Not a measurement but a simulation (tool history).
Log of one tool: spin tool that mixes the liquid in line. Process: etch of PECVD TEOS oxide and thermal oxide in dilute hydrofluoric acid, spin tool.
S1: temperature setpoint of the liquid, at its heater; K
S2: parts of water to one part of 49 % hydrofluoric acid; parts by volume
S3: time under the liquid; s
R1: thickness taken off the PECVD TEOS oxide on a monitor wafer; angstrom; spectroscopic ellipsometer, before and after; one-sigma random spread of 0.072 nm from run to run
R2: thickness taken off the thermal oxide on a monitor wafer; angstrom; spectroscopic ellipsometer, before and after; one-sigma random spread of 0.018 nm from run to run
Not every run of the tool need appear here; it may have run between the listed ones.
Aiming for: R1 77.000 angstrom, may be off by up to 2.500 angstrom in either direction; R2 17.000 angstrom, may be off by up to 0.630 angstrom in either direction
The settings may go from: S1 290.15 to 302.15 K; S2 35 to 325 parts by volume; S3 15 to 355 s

run  hour      S1   S2   S3       R1      R2
  1   0.0  294.15  180  180  170.350  38.549
  2   5.4  293.65  190  180  159.040  34.859
  3   8.7  293.65  190  255  228.960  49.095
  4  11.8  293.65  205  250  201.140  44.656
  5  14.4  293.15  220  250  179.270  39.188
  6  16.1  293.15  285  250  131.190  29.333
  7  18.1  292.65  290  245  123.680  27.082
  8  23.3  292.65  290  245  124.220  27.194
  9  24.5  292.65  295  240  117.590  25.877
 10  31.3  292.65  300  235  114.870  25.163
 11  38.0  292.65  305  230  108.180  23.831
 12  45.4  292.65  305  225  105.080  23.592
 13  46.3  290.15  325  205   81.849  18.119

Consider the 4 candidate settings below. Which is the only one whose results all fall within their allowed miss of target?
  A  47.2  290.15  325  175   ?   ?
  B  47.2  293.15  325  160   ?   ?
  C  47.2  293.15  285  160   ?   ?
  D  47.2  292.15  265  140   ?   ?

move      R1      R2
   A  70.028  15.550
   B  71.482  15.873
   C  84.466  18.756
   D  77.975  17.314
A: carries the result that was furthest off beyond its target, to the other side
B: carries the result that was furthest off beyond its target, to the other side
C: further off than the last run
D: all results land within tolerance of their targets
D is the move that brings every result within its allowed miss.
